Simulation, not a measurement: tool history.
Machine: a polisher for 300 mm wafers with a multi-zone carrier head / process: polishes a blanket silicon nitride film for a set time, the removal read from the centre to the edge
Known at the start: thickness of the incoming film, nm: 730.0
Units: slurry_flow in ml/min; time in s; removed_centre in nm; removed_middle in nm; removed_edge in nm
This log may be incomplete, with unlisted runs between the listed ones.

{"run": 1, "hour": 0.0, "slurry_flow": 250, "centre_zone": 1.0, "middle_zone": 1.0, "edge_zone": 1.0, "time": 31, "removed_centre": 65.825, "removed_middle": 66.941, "removed_edge": 65.363}
{"run": 2, "hour": 4.1, "slurry_flow": 255, "centre_zone": 1.02, "middle_zone": 1.01, "edge_zone": 1.03, "time": 34, "removed_centre": 72.995, "removed_middle": 74.608, "removed_edge": 74.764}
{"run": 3, "hour": 6.4, "slurry_flow": 265, "centre_zone": 1.06, "middle_zone": 1.03, "edge_zone": 1.04, "time": 35, "removed_centre": 80.306, "removed_middle": 78.456, "removed_edge": 76.954}
{"run": 4, "hour": 11.9, "slurry_flow": 270, "centre_zone": 1.07, "middle_zone": 1.04, "edge_zone": 1.06, "time": 36, "removed_centre": 84.39, "removed_middle": 80.882, "removed_edge": 79.608}
{"run": 5, "hour": 14.7, "slurry_flow": 270, "centre_zone": 1.07, "middle_zone": 1.01, "edge_zone": 1.06, "time": 36, "removed_centre": 83.384, "removed_middle": 81.017, "removed_edge": 78.089}
{"run": 6, "hour": 20.6, "slurry_flow": 270, "centre_zone": 1.07, "middle_zone": 0.97, "edge_zone": 1.06, "time": 36, "removed_centre": 83.654, "removed_middle": 76.8, "removed_edge": 79.295}

Run 7, settings as shown, results not yet in. Your forecast:
{"run": 7, "hour": 26.7, "slurry_flow": 270, "centre_zone": 1.07, "middle_zone": 0.99, "edge_zone": 1.07, "time": 37, "removed_centre": "?", "removed_middle": "?", "removed_edge": "?"}

{"run 7": {"removed_centre": 85.68, "removed_middle": 81.561, "removed_edge": 82.315}}
